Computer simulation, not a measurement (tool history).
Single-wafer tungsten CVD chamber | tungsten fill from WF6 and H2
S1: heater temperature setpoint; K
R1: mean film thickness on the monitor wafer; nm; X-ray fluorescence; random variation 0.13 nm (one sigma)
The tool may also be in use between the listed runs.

{"run": 1, "hour": 0.0, "S1": 648.15, "chamber pressure (Pa)": 3906, "deposition time (s)": 18.8, "R1": 30.167}
{"run": 2, "hour": 4.2, "S1": 649.15, "chamber pressure (Pa)": 3920, "deposition time (s)": 18.8, "R1": 30.971}
{"run": 3, "hour": 7.0, "S1": 649.15, "chamber pressure (Pa)": 3306, "deposition time (s)": 18.8, "R1": 28.119}
{"run": 4, "hour": 15.5, "S1": 651.15, "chamber pressure (Pa)": 3320, "deposition time (s)": 18.8, "R1": 29.568}
{"run": 5, "hour": 17.4, "S1": 647.15, "chamber pressure (Pa)": 3320, "deposition time (s)": 18.8, "R1": 26.886}
{"run": 6, "hour": 24.6, "S1": 647.15, "chamber pressure (Pa)": 3320, "deposition time (s)": 19.4, "R1": 27.907}
{"run": 7, "hour": 33.0, "S1": 658.15, "chamber pressure (Pa)": 3373, "deposition time (s)": 19.4, "R1": 36.046}
{"run": 8, "hour": 40.4, "S1": 657.15, "chamber pressure (Pa)": 3373, "deposition time (s)": 19.4, "R1": 35.293}

Run 9 comes next. What will it give?
{"run": 9, "hour": 47.1, "S1": 657.15, "chamber pressure (Pa)": 3373, "deposition time (s)": 19.4, "R1": "?"}

Run 9 gave R1 35.147 nm.
